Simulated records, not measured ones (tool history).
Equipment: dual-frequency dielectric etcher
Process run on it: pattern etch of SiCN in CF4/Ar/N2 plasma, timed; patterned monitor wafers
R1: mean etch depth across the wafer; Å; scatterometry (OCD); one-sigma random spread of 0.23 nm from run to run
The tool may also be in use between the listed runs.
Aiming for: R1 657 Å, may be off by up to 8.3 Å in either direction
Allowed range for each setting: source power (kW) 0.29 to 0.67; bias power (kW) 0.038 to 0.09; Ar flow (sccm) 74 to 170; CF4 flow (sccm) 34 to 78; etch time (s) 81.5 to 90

run 1 hour=0 | source_power_(kW)=0.48 bias_power_(kW)=0.064 Ar_flow_(sccm)=122 CF4_flow_(sccm)=56 etch_time_(s)=90 | R1=783.2
run 2 hour=8.9 | source_power_(kW)=0.45 bias_power_(kW)=0.064 Ar_flow_(sccm)=122 CF4_flow_(sccm)=56 etch_time_(s)=90 | R1=753.83
run 3 hour=12.1 | source_power_(kW)=0.42 bias_power_(kW)=0.064 Ar_flow_(sccm)=122 CF4_flow_(sccm)=56 etch_time_(s)=90 | R1=726.24
run 4 hour=15.4 | source_power_(kW)=0.42 bias_power_(kW)=0.075 Ar_flow_(sccm)=122 CF4_flow_(sccm)=56 etch_time_(s)=90 | R1=765.87
run 5 hour=16 | source_power_(kW)=0.39 bias_power_(kW)=0.075 Ar_flow_(sccm)=122 CF4_flow_(sccm)=56 etch_time_(s)=90 | R1=734.4
run 6 hour=20.5 | source_power_(kW)=0.37 bias_power_(kW)=0.075 Ar_flow_(sccm)=122 CF4_flow_(sccm)=56 etch_time_(s)=90 | R1=714.81
run 7 hour=23.4 | source_power_(kW)=0.35 bias_power_(kW)=0.075 Ar_flow_(sccm)=122 CF4_flow_(sccm)=56 etch_time_(s)=90 | R1=693.4
run 8 hour=25.2 | source_power_(kW)=0.34 bias_power_(kW)=0.075 Ar_flow_(sccm)=122 CF4_flow_(sccm)=56 etch_time_(s)=90 | R1=683.9
run 9 hour=29.1 | source_power_(kW)=0.33 bias_power_(kW)=0.075 Ar_flow_(sccm)=122 CF4_flow_(sccm)=56 etch_time_(s)=90 | R1=674.75

4 candidate next runs follow, results not yet known. Just one meets every target within its allowed miss. Identify it.
run A hour=33 | source_power_(kW)=0.38 bias_power_(kW)=0.071 Ar_flow_(sccm)=138 CF4_flow_(sccm)=56 etch_time_(s)=90 | R1=?
run B hour=33 | source_power_(kW)=0.36 bias_power_(kW)=0.075 Ar_flow_(sccm)=127 CF4_flow_(sccm)=60 etch_time_(s)=87.5 | R1=?
run C hour=33 | source_power_(kW)=0.29 bias_power_(kW)=0.08 Ar_flow_(sccm)=122 CF4_flow_(sccm)=60 etch_time_(s)=90 | R1=?
run D hour=33 | source_power_(kW)=0.36 bias_power_(kW)=0.078 Ar_flow_(sccm)=134 CF4_flow_(sccm)=54 etch_time_(s)=82.5 | R1=?

move=A R1=693.17
move=B R1=684.1
move=C R1=654.24
move=D R1=638.31
A: misses by more than the last run did
B: misses by more than the last run did
C: in spec on every target
D: the result that was furthest off in the last run now lies on the other side of its target
C meets every target.

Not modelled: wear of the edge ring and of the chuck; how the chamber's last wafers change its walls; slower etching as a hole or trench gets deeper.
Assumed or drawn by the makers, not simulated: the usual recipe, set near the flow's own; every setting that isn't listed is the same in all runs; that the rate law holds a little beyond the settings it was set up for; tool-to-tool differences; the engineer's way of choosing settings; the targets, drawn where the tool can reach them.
